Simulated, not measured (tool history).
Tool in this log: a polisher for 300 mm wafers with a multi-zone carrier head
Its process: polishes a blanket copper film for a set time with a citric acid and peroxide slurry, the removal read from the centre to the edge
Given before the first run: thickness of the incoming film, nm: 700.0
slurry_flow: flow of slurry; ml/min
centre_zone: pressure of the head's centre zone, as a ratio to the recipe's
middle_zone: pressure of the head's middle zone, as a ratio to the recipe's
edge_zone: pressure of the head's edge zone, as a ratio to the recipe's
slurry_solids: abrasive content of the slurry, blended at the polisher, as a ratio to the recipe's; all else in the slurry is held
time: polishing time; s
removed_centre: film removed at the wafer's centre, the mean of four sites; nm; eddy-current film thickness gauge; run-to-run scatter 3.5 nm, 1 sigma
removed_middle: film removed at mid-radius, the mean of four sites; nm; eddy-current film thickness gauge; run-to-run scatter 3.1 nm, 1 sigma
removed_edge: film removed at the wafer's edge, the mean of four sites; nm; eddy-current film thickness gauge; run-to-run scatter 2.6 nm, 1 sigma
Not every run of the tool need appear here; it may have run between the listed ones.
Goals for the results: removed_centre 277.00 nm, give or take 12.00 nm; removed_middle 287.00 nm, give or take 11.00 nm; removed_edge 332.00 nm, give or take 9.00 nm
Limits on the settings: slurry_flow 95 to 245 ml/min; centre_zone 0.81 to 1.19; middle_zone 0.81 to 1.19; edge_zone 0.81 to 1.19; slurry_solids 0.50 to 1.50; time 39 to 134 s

| run | hour | slurry_flow | centre_zone | middle_zone | edge_zone | slurry_solids | time | removed_centre | removed_middle | removed_edge |
|---|---|---|---|---|---|---|---|---|---|---|
| 1 | 0.0 | 155 | 1.00 | 1.00 | 1.00 | 1.00 | 86 | 251.62 | 260.61 | 260.57 |
| 2 | 7.4 | 125 | 1.00 | 1.00 | 1.00 | 1.00 | 86 | 237.03 | 246.32 | 251.42 |
| 3 | 14.9 | 150 | 0.98 | 0.97 | 1.06 | 1.10 | 87 | 248.49 | 255.99 | 272.46 |
| 4 | 18.6 | 170 | 0.96 | 0.95 | 1.10 | 1.20 | 88 | 260.69 | 264.91 | 287.67 |
| 5 | 24.8 | 170 | 0.96 | 0.95 | 1.10 | 1.20 | 71 | 209.30 | 212.32 | 232.32 |
| 6 | 33.0 | 170 | 0.96 | 0.95 | 1.10 | 1.40 | 71 | 215.31 | 216.18 | 232.36 |
| 7 | 40.3 | 175 | 0.94 | 0.94 | 1.13 | 1.40 | 79 | 239.69 | 240.51 | 268.30 |
| 8 | 43.1 | 185 | 0.92 | 0.94 | 1.15 | 1.40 | 82 | 240.92 | 252.33 | 280.46 |
| 9 | 48.7 | 190 | 0.92 | 0.93 | 1.16 | 1.40 | 86 | 252.70 | 258.53 | 296.06 |

Which of these 5 next moves meets every target?
| A | 54.3 | 190 | 0.96 | 0.88 | 1.15 | 1.40 | 77 | ? | ? | ? |
| B | 54.3 | 230 | 1.01 | 0.98 | 1.09 | 1.50 | 71 | ? | ? | ? |
| C | 54.3 | 200 | 0.87 | 0.94 | 1.15 | 1.20 | 104 | ? | ? | ? |
| D | 54.3 | 210 | 0.89 | 0.90 | 1.14 | 1.30 | 97 | ? | ? | ? |
| E | 54.3 | 185 | 0.95 | 0.85 | 1.19 | 1.35 | 83 | ? | ? | ? |

| move | removed_centre | removed_middle | removed_edge |
|---|---|---|---|
| A | 238.49 | 229.08 | 261.84 |
| B | 241.39 | 240.00 | 242.50 |
| C | 287.86 | 322.27 | 347.55 |
| D | 280.06 | 295.34 | 328.47 |
| E | 251.71 | 237.63 | 284.60 |
A: moves away from the targets compared with the last run
B: moves away from the targets compared with the last run
C: the result that was furthest off in the last run now lies on the other side of its target
D: all results in spec
E: moves away from the targets compared with the last run
D is the move that brings every result within its allowed miss.

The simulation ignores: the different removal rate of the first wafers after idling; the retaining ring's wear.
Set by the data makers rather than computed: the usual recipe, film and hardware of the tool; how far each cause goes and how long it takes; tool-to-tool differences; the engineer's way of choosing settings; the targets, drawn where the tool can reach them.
